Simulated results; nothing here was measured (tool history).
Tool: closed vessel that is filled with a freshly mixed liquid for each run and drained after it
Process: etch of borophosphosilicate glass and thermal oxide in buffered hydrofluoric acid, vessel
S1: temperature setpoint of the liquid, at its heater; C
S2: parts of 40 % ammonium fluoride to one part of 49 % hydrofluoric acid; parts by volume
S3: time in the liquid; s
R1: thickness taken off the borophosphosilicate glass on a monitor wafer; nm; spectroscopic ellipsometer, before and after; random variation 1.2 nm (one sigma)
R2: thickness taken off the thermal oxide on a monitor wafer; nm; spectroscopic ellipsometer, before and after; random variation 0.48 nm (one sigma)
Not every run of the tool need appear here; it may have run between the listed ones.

run	hour	S1	S2	S3	R1	R2
1	0.0	23.0	23.0	60	76.838	28.737
2	4.5	23.0	23.0	70	90.432	33.471
3	12.0	23.0	16.5	70	120.980	44.863
4	12.7	23.0	12.0	70	166.940	60.695
5	19.8	23.5	12.0	70	170.190	63.767
6	24.2	22.0	12.0	70	156.050	57.773
7	29.8	23.0	12.0	70	165.380	61.318

What does the tool deliver on the next run?
8	32.3	23.5	12.0	70	?	?

Run 8 yielded R1 170.260 nm, R2 63.629 nm.
